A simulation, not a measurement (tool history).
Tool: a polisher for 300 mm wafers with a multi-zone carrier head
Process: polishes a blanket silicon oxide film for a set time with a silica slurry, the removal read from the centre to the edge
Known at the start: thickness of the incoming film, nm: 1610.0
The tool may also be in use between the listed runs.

| run | day | flow of slurry (ml/min) | pressure of the head's centre zone | pressure of the head's middle zone | pressure of the head's edge zone | abrasive content of the slurry | polishing time (s) | film removed at the wafer's centre (Å) | film removed at mid-radius (Å) | film removed at the wafer's edge (Å) |
|---|---|---|---|---|---|---|---|---|---|---|
| 1 | 0 | 155 | 1 | 1 | 1 | 1 | 36 | 1222.5 | 1245.6 | 1174.8 |
| 2 | 0.317 | 185 | 1 | 1 | 1 | 1 | 36 | 1258.6 | 1269.5 | 1220.8 |
| 3 | 0.483 | 165 | 0.95 | 1.02 | 1.03 | 0.85 | 32 | 950.32 | 1032.2 | 1002.4 |
| 4 | 0.646 | 150 | 0.91 | 1.04 | 1.03 | 0.75 | 30 | 769.98 | 896.47 | 848.29 |
| 5 | 0.954 | 150 | 0.91 | 0.96 | 1.03 | 0.75 | 30 | 776.05 | 841.13 | 852.56 |
| 6 | 1.325 | 150 | 0.91 | 0.96 | 1.03 | 0.85 | 30 | 821.26 | 904.3 | 915.51 |
| 7 | 1.367 | 135 | 0.88 | 0.99 | 1.04 | 0.75 | 29 | 695.53 | 801.18 | 797.85 |

Run 8 comes next. What will it give?
| 8 | 1.658 | 125 | 0.86 | 1.02 | 1.05 | 0.7 | 29 | ? | ? | ? |

Run 8 gave film removed at the wafer's centre (Å) 644.41, film removed at mid-radius (Å) 780.47, film removed at the wafer's edge (Å) 772.06.
